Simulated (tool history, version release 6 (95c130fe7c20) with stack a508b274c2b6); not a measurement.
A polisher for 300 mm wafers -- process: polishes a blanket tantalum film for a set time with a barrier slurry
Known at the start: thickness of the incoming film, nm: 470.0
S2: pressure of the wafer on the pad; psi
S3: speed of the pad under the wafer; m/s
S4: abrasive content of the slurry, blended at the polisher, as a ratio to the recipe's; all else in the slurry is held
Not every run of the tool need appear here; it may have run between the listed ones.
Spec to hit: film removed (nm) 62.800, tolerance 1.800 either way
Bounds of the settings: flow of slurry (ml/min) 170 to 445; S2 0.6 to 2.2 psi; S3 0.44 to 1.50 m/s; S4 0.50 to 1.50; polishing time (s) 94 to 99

Run 1, hour 0.0: flow of slurry (ml/min) 285, S2 1.4 psi, S3 0.96 m/s, S4 1.00, polishing time (s) 94. Result: film removed (nm) 111.160.
Run 2, hour 3.7: flow of slurry (ml/min) 285, S2 1.4 psi, S3 0.96 m/s, S4 1.00, polishing time (s) 99. Result: film removed (nm) 119.620.
Run 3, hour 7.0: flow of slurry (ml/min) 285, S2 1.2 psi, S3 0.94 m/s, S4 1.00, polishing time (s) 99. Result: film removed (nm) 99.790.
Run 4, hour 13.7: flow of slurry (ml/min) 285, S2 1.0 psi, S3 0.94 m/s, S4 1.00, polishing time (s) 99. Result: film removed (nm) 84.085.
Run 5, hour 21.5: flow of slurry (ml/min) 330, S2 1.0 psi, S3 0.94 m/s, S4 1.00, polishing time (s) 99. Result: film removed (nm) 85.392.
Run 6, hour 28.4: flow of slurry (ml/min) 330, S2 0.9 psi, S3 0.94 m/s, S4 1.00, polishing time (s) 99. Result: film removed (nm) 76.332.
Run 7, hour 36.5: flow of slurry (ml/min) 330, S2 0.8 psi, S3 0.94 m/s, S4 1.00, polishing time (s) 99. Result: film removed (nm) 68.863.
Run 8, hour 38.6: flow of slurry (ml/min) 330, S2 0.7 psi, S3 0.94 m/s, S4 1.00, polishing time (s) 99. Result: film removed (nm) 60.487.
Run 9, hour 41.0: flow of slurry (ml/min) 335, S2 0.7 psi, S3 0.94 m/s, S4 1.00, polishing time (s) 99. Result: film removed (nm) 60.730.

Of the 5 settings listed for the next run, only one would bring every result within its allowed miss of target. Which one?
Run A, hour 43.4: flow of slurry (ml/min) 290, S2 0.7 psi, S3 0.90 m/s, S4 1.00, polishing time (s) 99. Result: film removed (nm) ?.
Run B, hour 43.4: flow of slurry (ml/min) 365, S2 0.7 psi, S3 0.90 m/s, S4 1.05, polishing time (s) 96. Result: film removed (nm) ?.
Run C, hour 43.4: flow of slurry (ml/min) 380, S2 0.9 psi, S3 0.68 m/s, S4 1.00, polishing time (s) 94. Result: film removed (nm) ?.
Run D, hour 43.4: flow of slurry (ml/min) 290, S2 0.7 psi, S3 1.08 m/s, S4 0.95, polishing time (s) 94. Result: film removed (nm) ?.
Run E, hour 43.4: flow of slurry (ml/min) 305, S2 0.7 psi, S3 0.92 m/s, S4 1.25, polishing time (s) 94. Result: film removed (nm) ?.

move  film removed (nm)
   A             57.998
   B             58.186
   C             57.594
   D             62.937
   E             59.678
A: further off than the last run
B: further off than the last run
C: further off than the last run
D: all results in spec
E: further off than the last run
D meets every target.
